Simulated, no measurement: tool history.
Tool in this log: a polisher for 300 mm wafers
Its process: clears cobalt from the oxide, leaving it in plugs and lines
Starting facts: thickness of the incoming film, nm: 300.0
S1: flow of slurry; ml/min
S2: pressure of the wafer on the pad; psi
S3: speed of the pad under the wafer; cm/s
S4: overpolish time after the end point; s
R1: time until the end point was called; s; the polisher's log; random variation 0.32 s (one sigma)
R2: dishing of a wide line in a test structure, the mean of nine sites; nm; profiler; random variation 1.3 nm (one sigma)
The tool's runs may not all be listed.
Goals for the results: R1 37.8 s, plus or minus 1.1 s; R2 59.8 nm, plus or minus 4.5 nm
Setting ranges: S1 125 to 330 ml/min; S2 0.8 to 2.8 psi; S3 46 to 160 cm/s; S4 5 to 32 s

{"run": 1, "hour": 0.0, "S1": 210, "S2": 1.8, "S3": 102, "S4": 16, "R1": 58.054, "R2": 49.575}
{"run": 2, "hour": 2.1, "S1": 215, "S2": 2, "S3": 102, "S4": 15, "R1": 53.201, "R2": 49.15}
{"run": 3, "hour": 11.0, "S1": 215, "S2": 2.2, "S3": 102, "S4": 15, "R1": 48.369, "R2": 52.481}
{"run": 4, "hour": 13.8, "S1": 265, "S2": 2.2, "S3": 102, "S4": 15, "R1": 47.445, "R2": 53.725}
{"run": 5, "hour": 16.8, "S1": 265, "S2": 2.2, "S3": 120, "S4": 15, "R1": 40.457, "R2": 60.107}
{"run": 6, "hour": 24.0, "S1": 265, "S2": 2.2, "S3": 102, "S4": 15, "R1": 47.94, "R2": 51.87}
{"run": 7, "hour": 27.8, "S1": 265, "S2": 2.3, "S3": 102, "S4": 15, "R1": 45.31, "R2": 55.418}
{"run": 8, "hour": 31.1, "S1": 265, "S2": 2.4, "S3": 102, "S4": 15, "R1": 43.2, "R2": 55.633}

Exactly one of the 4 candidate moves below puts every result within its allowed miss. Which one?
{"run": "A", "hour": 34.4, "S1": 260, "S2": 2.6, "S3": 116, "S4": 18, "R1": "?", "R2": "?"}
{"run": "B", "hour": 34.4, "S1": 255, "S2": 2.7, "S3": 104, "S4": 15, "R1": "?", "R2": "?"}
{"run": "C", "hour": 34.4, "S1": 300, "S2": 2, "S3": 110, "S4": 21, "R1": "?", "R2": "?"}
{"run": "D", "hour": 34.4, "S1": 265, "S2": 2.6, "S3": 114, "S4": 14, "R1": "?", "R2": "?"}

move=A R1=35.664 R2=67.53
move=B R1=38.297 R2=60.181
move=C R1=47.85 R2=63.687
move=D R1=36.202 R2=59.776
A: moves the result that the last run missed by most past its target, out the other side
B: all results in spec
C: the biggest miss grows against the last run
D: moves the result that the last run missed by most past its target, out the other side
So the answer is move B, the one that meets all the targets.
